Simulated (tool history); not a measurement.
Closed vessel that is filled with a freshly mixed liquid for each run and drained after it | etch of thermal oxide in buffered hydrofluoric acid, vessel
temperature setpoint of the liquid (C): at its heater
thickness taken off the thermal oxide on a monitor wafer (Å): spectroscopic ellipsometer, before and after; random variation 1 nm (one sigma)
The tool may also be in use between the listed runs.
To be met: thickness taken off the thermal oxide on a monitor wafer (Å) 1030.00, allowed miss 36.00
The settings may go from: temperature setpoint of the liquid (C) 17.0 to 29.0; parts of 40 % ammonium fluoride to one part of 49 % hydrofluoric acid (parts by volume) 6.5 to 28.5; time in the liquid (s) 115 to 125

run,hour,temperature setpoint of the liquid (C),parts of 40 % ammonium fluoride to one part of 49 % hydrofluoric acid (parts by volume),time in the liquid (s),thickness taken off the thermal oxide on a monitor wafer (Å)
1,0.0,21.0,17.5,115,634.81
2,1.4,23.5,17.0,115,751.57
3,8.4,23.5,21.0,115,628.34
4,12.3,25.0,19.5,115,718.00
5,20.0,25.0,19.5,125,778.25
6,27.5,26.5,18.5,125,883.92
7,29.8,26.5,18.5,125,878.42
8,30.4,27.5,18.0,125,968.44
9,39.1,28.0,18.0,125,997.47

Which of these 4 next moves meets every target?
A,47.8,29.0,17.5,120,?
B,47.8,25.5,16.5,125,?
C,47.8,29.0,19.0,115,?
D,47.8,26.0,16.0,120,?

move,thickness taken off the thermal oxide on a monitor wafer (Å)
A,1030.40
B,942.90
C,910.81
D,958.55
A: meets every target
B: further off than the last run
C: further off than the last run
D: further off than the last run
Answer: A

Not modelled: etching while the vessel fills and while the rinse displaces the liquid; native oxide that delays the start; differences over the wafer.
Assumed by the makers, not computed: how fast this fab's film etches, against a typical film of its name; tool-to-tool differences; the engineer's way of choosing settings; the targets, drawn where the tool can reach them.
